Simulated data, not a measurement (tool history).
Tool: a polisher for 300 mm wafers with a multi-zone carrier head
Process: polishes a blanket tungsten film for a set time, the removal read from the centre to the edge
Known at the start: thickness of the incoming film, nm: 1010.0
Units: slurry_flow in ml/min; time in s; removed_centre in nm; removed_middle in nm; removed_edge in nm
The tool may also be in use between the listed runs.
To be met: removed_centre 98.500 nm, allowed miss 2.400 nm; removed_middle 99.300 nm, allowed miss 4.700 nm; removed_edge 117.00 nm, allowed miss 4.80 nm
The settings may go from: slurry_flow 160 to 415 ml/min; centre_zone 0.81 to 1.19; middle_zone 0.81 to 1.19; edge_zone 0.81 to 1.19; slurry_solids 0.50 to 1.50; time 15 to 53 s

{"run": 1, "hour": 0.0, "slurry_flow": 265, "centre_zone": 1.0, "middle_zone": 1.0, "edge_zone": 1.0, "slurry_solids": 1.0, "time": 34, "removed_centre": 133.87, "removed_middle": 135.35, "removed_edge": 132.83}
{"run": 2, "hour": 4.4, "slurry_flow": 260, "centre_zone": 0.98, "middle_zone": 0.97, "edge_zone": 1.0, "slurry_solids": 0.95, "time": 34, "removed_centre": 128.46, "removed_middle": 129.34, "removed_edge": 131.8}
{"run": 3, "hour": 11.4, "slurry_flow": 255, "centre_zone": 0.96, "middle_zone": 0.95, "edge_zone": 0.99, "slurry_solids": 0.9, "time": 34, "removed_centre": 125.1, "removed_middle": 121.41, "removed_edge": 132.12}
{"run": 4, "hour": 18.4, "slurry_flow": 255, "centre_zone": 0.94, "middle_zone": 0.95, "edge_zone": 0.98, "slurry_solids": 0.85, "time": 34, "removed_centre": 120.55, "removed_middle": 122.11, "removed_edge": 130.52}
{"run": 5, "hour": 26.5, "slurry_flow": 255, "centre_zone": 0.93, "middle_zone": 0.94, "edge_zone": 0.97, "slurry_solids": 0.8, "time": 34, "removed_centre": 118.59, "removed_middle": 121.24, "removed_edge": 125.27}
{"run": 6, "hour": 29.6, "slurry_flow": 250, "centre_zone": 0.91, "middle_zone": 0.92, "edge_zone": 0.97, "slurry_solids": 0.75, "time": 34, "removed_centre": 113.66, "removed_middle": 116.51, "removed_edge": 126.06}
{"run": 7, "hour": 37.9, "slurry_flow": 225, "centre_zone": 0.84, "middle_zone": 0.82, "edge_zone": 0.87, "slurry_solids": 0.55, "time": 33, "removed_centre": 95.579, "removed_middle": 96.725, "removed_edge": 110.19}
{"run": 8, "hour": 39.3, "slurry_flow": 230, "centre_zone": 0.84, "middle_zone": 0.82, "edge_zone": 0.88, "slurry_solids": 0.55, "time": 33, "removed_centre": 96.182, "removed_middle": 98.227, "removed_edge": 112.03}
{"run": 9, "hour": 42.9, "slurry_flow": 235, "centre_zone": 0.84, "middle_zone": 0.82, "edge_zone": 0.89, "slurry_solids": 0.55, "time": 33, "removed_centre": 96.058, "removed_middle": 95.616, "removed_edge": 112.6}
{"run": 10, "hour": 51.4, "slurry_flow": 235, "centre_zone": 0.84, "middle_zone": 0.82, "edge_zone": 0.9, "slurry_solids": 0.55, "time": 33, "removed_centre": 96.844, "removed_middle": 97.205, "removed_edge": 110.94}

5 next moves are on the table. One of them brings every result within its allowed miss. Which?
{"run": "A", "hour": 59.9, "slurry_flow": 220, "centre_zone": 0.81, "middle_zone": 0.81, "edge_zone": 0.87, "slurry_solids": 0.65, "time": 34, "removed_centre": "?", "removed_middle": "?", "removed_edge": "?"}
{"run": "B", "hour": 59.9, "slurry_flow": 290, "centre_zone": 0.9, "middle_zone": 0.81, "edge_zone": 0.95, "slurry_solids": 0.85, "time": 31, "removed_centre": "?", "removed_middle": "?", "removed_edge": "?"}
{"run": "C", "hour": 59.9, "slurry_flow": 220, "centre_zone": 0.86, "middle_zone": 0.81, "edge_zone": 0.89, "slurry_solids": 0.55, "time": 35, "removed_centre": "?", "removed_middle": "?", "removed_edge": "?"}
{"run": "D", "hour": 59.9, "slurry_flow": 225, "centre_zone": 0.9, "middle_zone": 0.82, "edge_zone": 0.95, "slurry_solids": 0.55, "time": 34, "removed_centre": "?", "removed_middle": "?", "removed_edge": "?"}
{"run": "E", "hour": 59.9, "slurry_flow": 235, "centre_zone": 0.88, "middle_zone": 0.81, "edge_zone": 0.9, "slurry_solids": 0.5, "time": 35, "removed_centre": "?", "removed_middle": "?", "removed_edge": "?"}

move=A removed_centre=97.500 removed_middle=103.130 removed_edge=114.38
move=B removed_centre=106.850 removed_middle=101.310 removed_edge=115.41
move=C removed_centre=103.380 removed_middle=102.910 removed_edge=115.08
move=D removed_centre=105.380 removed_middle=101.140 removed_edge=114.63
move=E removed_centre=104.690 removed_middle=101.740 removed_edge=114.08
A: meets every target
B: brings the result that was furthest off to its target, and leaves another outside
C: brings the result that was furthest off to its target, and leaves another outside
D: brings the result that was furthest off to its target, and leaves another outside
E: brings the result that was furthest off to its target, and leaves another outside
Answer: A
